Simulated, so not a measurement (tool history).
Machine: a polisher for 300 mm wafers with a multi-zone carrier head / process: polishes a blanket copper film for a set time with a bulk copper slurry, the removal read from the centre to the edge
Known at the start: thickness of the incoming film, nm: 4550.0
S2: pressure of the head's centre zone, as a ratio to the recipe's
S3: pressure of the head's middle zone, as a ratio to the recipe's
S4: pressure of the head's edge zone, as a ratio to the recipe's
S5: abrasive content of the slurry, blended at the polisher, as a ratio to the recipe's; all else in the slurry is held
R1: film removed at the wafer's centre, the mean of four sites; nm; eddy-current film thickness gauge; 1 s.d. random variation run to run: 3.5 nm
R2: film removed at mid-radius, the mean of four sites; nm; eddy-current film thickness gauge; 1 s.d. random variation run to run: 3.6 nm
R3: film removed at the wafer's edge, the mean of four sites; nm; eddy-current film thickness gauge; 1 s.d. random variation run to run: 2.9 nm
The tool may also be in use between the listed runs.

run 1 hour=0 | flow_of_slurry_(ml/min)=145 S2=1 S3=1 S4=1 S5=1 polishing_time_(s)=55 | R1=347.65 R2=334.98 R3=340.08
run 2 hour=7.8 | flow_of_slurry_(ml/min)=145 S2=1 S3=1 S4=1 S5=1 polishing_time_(s)=43 | R1=260.94 R2=266.48 R3=267.72
run 3 hour=13.3 | flow_of_slurry_(ml/min)=145 S2=1 S3=1 S4=1 S5=1 polishing_time_(s)=50 | R1=315.49 R2=307.69 R3=309.5
run 4 hour=19.6 | flow_of_slurry_(ml/min)=170 S2=1 S3=1 S4=1 S5=1 polishing_time_(s)=50 | R1=329.87 R2=317.42 R3=319.54
run 5 hour=24.4 | flow_of_slurry_(ml/min)=140 S2=1 S3=1 S4=1 S5=1 polishing_time_(s)=50 | R1=310.32 R2=303.38 R3=307.8
run 6 hour=32 | flow_of_slurry_(ml/min)=140 S2=1 S3=1 S4=0.95 S5=1 polishing_time_(s)=50 | R1=307.01 R2=315.29 R3=300.78

Forecast run 7:
run 7 hour=37.5 | flow_of_slurry_(ml/min)=140 S2=0.99 S3=0.99 S4=0.97 S5=1 polishing_time_(s)=50 | R1=? R2=? R3=?

R1: 309.52 nm
R2: 300.53 nm
R3: 303.59 nm
